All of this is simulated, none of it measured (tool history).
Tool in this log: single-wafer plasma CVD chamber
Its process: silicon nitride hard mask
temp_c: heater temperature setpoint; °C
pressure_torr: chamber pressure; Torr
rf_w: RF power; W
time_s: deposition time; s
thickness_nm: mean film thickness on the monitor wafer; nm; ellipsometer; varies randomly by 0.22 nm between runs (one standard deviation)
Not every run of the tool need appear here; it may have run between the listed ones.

| run | hour | temp_c | pressure_torr | rf_w | time_s | thickness_nm |
|---|---|---|---|---|---|---|
| 1 | 0 | 400 | 1.94 | 345 | 59.5 | 80.685 |
| 2 | 4.6 | 400 | 1.66 | 345 | 59.5 | 78.503 |
| 3 | 13.2 | 400 | 1.78 | 345 | 59.5 | 79.458 |
| 4 | 18.5 | 400 | 1.63 | 345 | 59.5 | 78.044 |
| 5 | 22 | 400 | 1.83 | 345 | 59.5 | 80.456 |
| 6 | 27.8 | 400 | 1.71 | 340 | 59.5 | 78.268 |
| 7 | 33 | 400 | 1.62 | 335 | 59.5 | 76.629 |
| 8 | 38 | 400 | 1.54 | 330 | 59.5 | 74.471 |
| 9 | 43.4 | 400 | 1.49 | 330 | 59.5 | 74.394 |
| 10 | 49.2 | 400 | 1.44 | 330 | 59.5 | 73.793 |

Expected results for the next run?
| 11 | 50.2 | 400 | 1.4 | 330 | 59.5 | ? |

thickness_nm: 73.134 nm
